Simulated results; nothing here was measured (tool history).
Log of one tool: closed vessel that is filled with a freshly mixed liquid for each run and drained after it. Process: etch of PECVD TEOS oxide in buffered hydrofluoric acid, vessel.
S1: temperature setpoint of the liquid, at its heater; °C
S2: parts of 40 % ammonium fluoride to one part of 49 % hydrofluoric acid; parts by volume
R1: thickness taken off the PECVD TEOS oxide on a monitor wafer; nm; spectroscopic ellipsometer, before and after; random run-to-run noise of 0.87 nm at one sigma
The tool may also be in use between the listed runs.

Run 1, hour 0: S1 23 °C, S2 19 parts by volume, time in the liquid (s) 100. Result: R1 125.68 nm.
Run 2, hour 5.7: S1 23 °C, S2 22 parts by volume, time in the liquid (s) 100. Result: R1 110.68 nm.
Run 3, hour 15: S1 24.5 °C, S2 22 parts by volume, time in the liquid (s) 100. Result: R1 119.65 nm.
Run 4, hour 22.5: S1 24.5 °C, S2 27 parts by volume, time in the liquid (s) 100. Result: R1 104.81 nm.
Run 5, hour 28.7: S1 22.5 °C, S2 27 parts by volume, time in the liquid (s) 100. Result: R1 94.465 nm.
Run 6, hour 33.5: S1 19.5 °C, S2 27 parts by volume, time in the liquid (s) 100. Result: R1 78.798 nm.

Predict the results of run 7:
Run 7, hour 38.2: S1 23.5 °C, S2 26.5 parts by volume, time in the liquid (s) 100. Result: R1 ?.

For run 7 the tool returned R1 100.78 nm.
